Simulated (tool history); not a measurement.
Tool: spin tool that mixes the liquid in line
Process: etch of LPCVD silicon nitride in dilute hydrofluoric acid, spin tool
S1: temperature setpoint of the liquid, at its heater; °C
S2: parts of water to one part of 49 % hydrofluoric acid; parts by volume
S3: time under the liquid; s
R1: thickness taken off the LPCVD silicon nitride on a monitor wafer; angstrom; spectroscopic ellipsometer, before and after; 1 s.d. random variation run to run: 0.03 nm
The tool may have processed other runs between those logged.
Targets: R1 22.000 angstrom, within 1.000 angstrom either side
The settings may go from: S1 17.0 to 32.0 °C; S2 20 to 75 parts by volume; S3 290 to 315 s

run	hour	S1	S2	S3	R1
1	0.0	24.0	45	290	33.588
2	0.7	23.0	45	290	32.212
3	5.9	24.5	45	290	35.160
4	10.5	23.5	45	290	32.801
5	13.7	25.0	45	290	35.821
6	15.1	24.0	45	290	33.736
7	19.0	23.0	45	290	32.376
8	26.0	22.0	45	290	29.463
9	31.7	21.5	45	290	29.106

Which single option among these 5 for the next run brings every result within its allowed miss of target? Just one does.
A	37.4	26.5	75	290	?
B	37.4	17.0	55	305	?
C	37.4	19.0	50	295	?
D	37.4	20.0	65	315	?
E	37.4	17.5	30	290	?

move	R1
A	24.145
B	18.006
C	21.993
D	19.503
E	31.850
A: nearer the targets than the last run, but a result is still out of spec
B: pushes the last run's worst result past its target
C: in spec on every target
D: pushes the last run's worst result past its target
E: its largest miss is bigger than the last run's
Answer: C

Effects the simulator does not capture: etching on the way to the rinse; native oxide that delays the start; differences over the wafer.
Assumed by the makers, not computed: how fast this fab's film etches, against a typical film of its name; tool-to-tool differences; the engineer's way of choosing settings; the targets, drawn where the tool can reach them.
